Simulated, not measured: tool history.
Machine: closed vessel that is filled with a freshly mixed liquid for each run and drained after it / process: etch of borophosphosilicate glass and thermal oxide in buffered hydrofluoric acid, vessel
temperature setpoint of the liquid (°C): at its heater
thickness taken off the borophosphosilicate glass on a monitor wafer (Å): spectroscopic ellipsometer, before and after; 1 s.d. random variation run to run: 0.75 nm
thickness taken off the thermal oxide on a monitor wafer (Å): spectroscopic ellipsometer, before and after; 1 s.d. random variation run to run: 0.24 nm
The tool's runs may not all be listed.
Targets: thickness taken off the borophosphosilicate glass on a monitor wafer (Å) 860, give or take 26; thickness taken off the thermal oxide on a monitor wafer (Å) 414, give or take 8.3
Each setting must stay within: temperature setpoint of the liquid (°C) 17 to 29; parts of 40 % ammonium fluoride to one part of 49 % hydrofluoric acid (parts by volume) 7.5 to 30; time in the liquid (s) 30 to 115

run	hour	temperature setpoint of the liquid (°C)	parts of 40 % ammonium fluoride to one part of 49 % hydrofluoric acid (parts by volume)	time in the liquid (s)	thickness taken off the borophosphosilicate glass on a monitor wafer (Å)	thickness taken off the thermal oxide on a monitor wafer (Å)
1	0	21	20.5	60	610.02	298.78
2	4.8	23	20.5	60	698.27	333.61
3	10.8	20	20.5	60	578.16	283.57
4	15.3	22	20.5	60	656.84	314.83
5	23.7	23.5	20.5	60	710.3	343.58
6	30.1	23.5	24	60	636.53	306.74
7	31	25	24	60	683.25	331.69
8	38.5	26.5	24	60	742.86	361.8
9	43.3	27.5	24	60	795.73	381.12

4 next moves are on the table. One of them brings every result within its allowed miss. Which?
A	48.1	29	16.5	45	?	?
B	48.1	29	15.5	40	?	?
C	48.1	28	21	55	?	?
D	48.1	25.5	29.5	70	?	?

move	thickness taken off the borophosphosilicate glass on a monitor wafer (Å)	thickness taken off the thermal oxide on a monitor wafer (Å)
A	851.66	411.62
B	805.16	389.07
C	811.69	392.38
D	700.05	338.27
A: all results land within tolerance of their targets
B: moves toward the targets from the last run without getting all of them in spec
C: moves toward the targets from the last run without getting all of them in spec
D: its largest miss is bigger than the last run's
A meets every target.
